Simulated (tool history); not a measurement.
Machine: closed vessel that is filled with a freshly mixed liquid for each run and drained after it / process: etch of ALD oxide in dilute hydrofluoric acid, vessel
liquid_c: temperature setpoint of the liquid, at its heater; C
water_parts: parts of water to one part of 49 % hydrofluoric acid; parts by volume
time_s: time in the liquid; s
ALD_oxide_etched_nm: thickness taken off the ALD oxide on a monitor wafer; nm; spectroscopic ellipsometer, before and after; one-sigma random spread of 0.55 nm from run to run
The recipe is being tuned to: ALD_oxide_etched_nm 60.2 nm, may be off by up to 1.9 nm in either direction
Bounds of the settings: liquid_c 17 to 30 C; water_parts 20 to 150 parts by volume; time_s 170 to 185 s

| run | day | liquid_c | water_parts | time_s | ALD_oxide_etched_nm |
|---|---|---|---|---|---|
| 1 | 0 | 22 | 85 | 170 | 31.932 |
| 2 | 0.142 | 23 | 80 | 170 | 34.846 |
| 3 | 0.333 | 23 | 100 | 170 | 27.902 |
| 4 | 0.546 | 23.5 | 95 | 170 | 29.98 |
| 5 | 0.654 | 23.5 | 85 | 170 | 33.214 |
| 6 | 1.012 | 25 | 85 | 170 | 36.023 |
| 7 | 1.15 | 25.5 | 80 | 170 | 39.329 |
| 8 | 1.329 | 29.5 | 55 | 170 | 69.095 |
| 9 | 1.662 | 29 | 55 | 170 | 67.401 |

4 next moves are on the table. One of them brings every result within its allowed miss. Which?
| A | 1.996 | 29.5 | 65 | 175 | ? |
| B | 1.996 | 30 | 65 | 185 | ? |
| C | 1.996 | 30 | 55 | 180 | ? |
| D | 1.996 | 28 | 60 | 185 | ? |

| move | ALD_oxide_etched_nm |
|---|---|
| A | 59.057 |
| B | 63.654 |
| C | 74.31 |
| D | 64.242 |
A: each result inside its tolerance
B: moves toward the targets from the last run without getting all of them in spec
C: its largest miss is bigger than the last run's
D: moves toward the targets from the last run without getting all of them in spec
The right move is A.
